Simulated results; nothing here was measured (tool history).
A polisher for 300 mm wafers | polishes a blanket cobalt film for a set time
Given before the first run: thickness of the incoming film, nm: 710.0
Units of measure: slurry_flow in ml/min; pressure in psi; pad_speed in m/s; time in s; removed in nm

run,hour,slurry_flow,pressure,pad_speed,time,removed
1,0,310,2.1,0.94,35,175.27
2,8.2,310,2.3,0.94,35,190.15
3,12.4,310,2.3,0.94,32,170.99
4,18.9,310,1.9,0.92,32,140.84
5,25.6,310,1.6,0.92,32,120.15
6,29.1,375,1.6,0.92,32,120.47
7,33.4,375,1.5,0.92,32,111.55
8,40.9,375,1.4,0.92,32,106.01
9,42.1,375,1.3,0.92,32,98.788

The next listed run, before its measurement:
10,47.3,375,1.4,0.92,32,?

Run 10 gave removed 106.64 nm.

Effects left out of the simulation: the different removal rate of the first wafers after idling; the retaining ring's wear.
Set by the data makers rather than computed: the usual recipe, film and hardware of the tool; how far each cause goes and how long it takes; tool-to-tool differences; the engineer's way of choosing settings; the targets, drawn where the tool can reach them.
